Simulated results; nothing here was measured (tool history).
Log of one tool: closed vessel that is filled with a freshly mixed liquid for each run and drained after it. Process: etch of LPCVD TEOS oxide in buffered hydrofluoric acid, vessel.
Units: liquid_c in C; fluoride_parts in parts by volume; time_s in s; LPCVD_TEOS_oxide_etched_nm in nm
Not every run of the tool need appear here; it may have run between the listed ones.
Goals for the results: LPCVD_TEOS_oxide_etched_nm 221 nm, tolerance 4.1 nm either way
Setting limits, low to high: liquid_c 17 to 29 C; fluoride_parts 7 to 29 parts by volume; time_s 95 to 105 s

run 1 day=0 | liquid_c=21 fluoride_parts=18 time_s=95 | LPCVD_TEOS_oxide_etched_nm=126.29
run 2 day=0.133 | liquid_c=21 fluoride_parts=14 time_s=95 | LPCVD_TEOS_oxide_etched_nm=161.4
run 3 day=0.267 | liquid_c=19.5 fluoride_parts=14 time_s=95 | LPCVD_TEOS_oxide_etched_nm=148.2
run 4 day=0.45 | liquid_c=21 fluoride_parts=14 time_s=95 | LPCVD_TEOS_oxide_etched_nm=162.11
run 5 day=0.738 | liquid_c=21 fluoride_parts=16.5 time_s=95 | LPCVD_TEOS_oxide_etched_nm=137.66
run 6 day=0.883 | liquid_c=23 fluoride_parts=16.5 time_s=95 | LPCVD_TEOS_oxide_etched_nm=152.82
run 7 day=1.042 | liquid_c=24.5 fluoride_parts=16 time_s=95 | LPCVD_TEOS_oxide_etched_nm=172.1
run 8 day=1.346 | liquid_c=25.5 fluoride_parts=16 time_s=95 | LPCVD_TEOS_oxide_etched_nm=181.25
run 9 day=1.508 | liquid_c=29 fluoride_parts=15.5 time_s=95 | LPCVD_TEOS_oxide_etched_nm=226.42
run 10 day=1.629 | liquid_c=29 fluoride_parts=15.5 time_s=95 | LPCVD_TEOS_oxide_etched_nm=227.22

Which one of the following 4 next-run settings gets every result inside its allowed miss? There is exactly one.
run A day=1.75 | liquid_c=29 fluoride_parts=17.5 time_s=100 | LPCVD_TEOS_oxide_etched_nm=?
run B day=1.75 | liquid_c=29 fluoride_parts=16 time_s=100 | LPCVD_TEOS_oxide_etched_nm=?
run C day=1.75 | liquid_c=27.5 fluoride_parts=15.5 time_s=100 | LPCVD_TEOS_oxide_etched_nm=?
run D day=1.75 | liquid_c=29 fluoride_parts=18.5 time_s=105 | LPCVD_TEOS_oxide_etched_nm=?

move=A LPCVD_TEOS_oxide_etched_nm=212.03
move=B LPCVD_TEOS_oxide_etched_nm=231.56
move=C LPCVD_TEOS_oxide_etched_nm=220.56
move=D LPCVD_TEOS_oxide_etched_nm=212.36
A: carries the result that was furthest off beyond its target, to the other side
B: misses by more than the last run did
C: each result inside its tolerance
D: carries the result that was furthest off beyond its target, to the other side
C is the move that brings every result within its allowed miss.
